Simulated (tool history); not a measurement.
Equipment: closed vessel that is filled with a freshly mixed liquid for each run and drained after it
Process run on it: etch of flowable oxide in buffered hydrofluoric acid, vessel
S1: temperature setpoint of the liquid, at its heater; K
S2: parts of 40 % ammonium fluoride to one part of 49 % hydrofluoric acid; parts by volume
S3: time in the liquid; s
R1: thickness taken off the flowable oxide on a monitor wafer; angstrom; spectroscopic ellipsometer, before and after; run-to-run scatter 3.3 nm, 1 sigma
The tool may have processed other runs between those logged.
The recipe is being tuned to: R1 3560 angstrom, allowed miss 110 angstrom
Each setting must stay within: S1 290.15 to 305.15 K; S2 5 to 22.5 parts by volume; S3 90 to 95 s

run,hour,S1,S2,S3,R1
1,0,297.15,13.5,90,3009.5
2,1.9,297.15,13.5,95,3166.9
3,5.3,297.65,13.5,95,3208.2
4,7.8,301.15,13.5,95,3925.1
5,11.4,304.15,13.5,95,4583
6,14.7,304.15,13.5,95,4522.4
7,16.8,303.15,13.5,95,4383.8
8,18.1,302.15,13.5,95,4143.8

4 candidate next runs follow, results not yet known. Just one meets every target within its allowed miss. Identify it.
A,19.4,305.15,16,90,?
B,19.4,301.15,14,90,?
C,19.4,302.65,17.5,95,?
D,19.4,302.65,15,95,?

move,R1
A,3944.7
B,3643.3
C,3345.2
D,3891.6
A: gains on the last run, yet a result remains outside its allowed miss
B: each result inside its tolerance
C: takes the result that was furthest off past its target
D: gains on the last run, yet a result remains outside its allowed miss
The right move is B.

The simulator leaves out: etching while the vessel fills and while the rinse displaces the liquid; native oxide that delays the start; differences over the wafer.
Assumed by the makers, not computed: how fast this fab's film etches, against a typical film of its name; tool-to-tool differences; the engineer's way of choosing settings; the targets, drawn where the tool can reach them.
